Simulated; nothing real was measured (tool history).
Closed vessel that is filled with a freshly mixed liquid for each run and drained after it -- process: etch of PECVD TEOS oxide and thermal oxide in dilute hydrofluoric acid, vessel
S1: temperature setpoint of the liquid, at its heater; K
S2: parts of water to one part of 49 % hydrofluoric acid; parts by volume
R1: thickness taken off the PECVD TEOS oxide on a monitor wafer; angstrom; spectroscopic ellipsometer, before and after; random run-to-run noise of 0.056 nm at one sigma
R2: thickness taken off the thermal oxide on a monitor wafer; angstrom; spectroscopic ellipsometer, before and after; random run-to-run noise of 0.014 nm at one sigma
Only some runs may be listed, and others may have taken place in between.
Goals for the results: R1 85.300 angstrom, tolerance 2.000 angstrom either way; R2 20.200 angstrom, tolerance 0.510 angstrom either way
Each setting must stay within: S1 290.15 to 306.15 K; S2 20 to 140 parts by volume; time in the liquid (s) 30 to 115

{"run": 1, "day": 0.0, "S1": 298.15, "S2": 75, "time in the liquid (s)": 60, "R1": 169.12, "R2": 39.613}
{"run": 2, "day": 0.188, "S1": 296.15, "S2": 80, "time in the liquid (s)": 60, "R1": 144.66, "R2": 34.239}
{"run": 3, "day": 0.546, "S1": 292.65, "S2": 80, "time in the liquid (s)": 60, "R1": 123.67, "R2": 29.254}
{"run": 4, "day": 0.608, "S1": 290.15, "S2": 80, "time in the liquid (s)": 60, "R1": 112.48, "R2": 26.268}
{"run": 5, "day": 0.896, "S1": 292.15, "S2": 80, "time in the liquid (s)": 60, "R1": 121.84, "R2": 29.318}
{"run": 6, "day": 0.971, "S1": 291.65, "S2": 85, "time in the liquid (s)": 60, "R1": 111.77, "R2": 26.632}
{"run": 7, "day": 1.083, "S1": 291.15, "S2": 90, "time in the liquid (s)": 60, "R1": 103.27, "R2": 24.848}
{"run": 8, "day": 1.138, "S1": 290.65, "S2": 95, "time in the liquid (s)": 60, "R1": 95.062, "R2": 22.298}

5 next moves are on the table. One of them brings every result within its allowed miss. Which?
{"run": "A", "day": 1.192, "S1": 291.15, "S2": 100, "time in the liquid (s)": 70, "R1": "?", "R2": "?"}
{"run": "B", "day": 1.192, "S1": 290.65, "S2": 85, "time in the liquid (s)": 50, "R1": "?", "R2": "?"}
{"run": "C", "day": 1.192, "S1": 291.65, "S2": 75, "time in the liquid (s)": 40, "R1": "?", "R2": "?"}
{"run": "D", "day": 1.192, "S1": 290.15, "S2": 95, "time in the liquid (s)": 65, "R1": "?", "R2": "?"}
{"run": "E", "day": 1.192, "S1": 290.65, "S2": 95, "time in the liquid (s)": 65, "R1": "?", "R2": "?"}

move=A R1=107.700 R2=25.379
move=B R1=90.057 R2=21.221
move=C R1=86.123 R2=20.294
move=D R1=101.470 R2=23.911
move=E R1=103.640 R2=24.421
A: the biggest miss grows against the last run
B: closes in on the targets versus the last run, not all within tolerance yet
C: every result lands within tolerance
D: the biggest miss grows against the last run
E: the biggest miss grows against the last run
Go with C: it meets all targets.
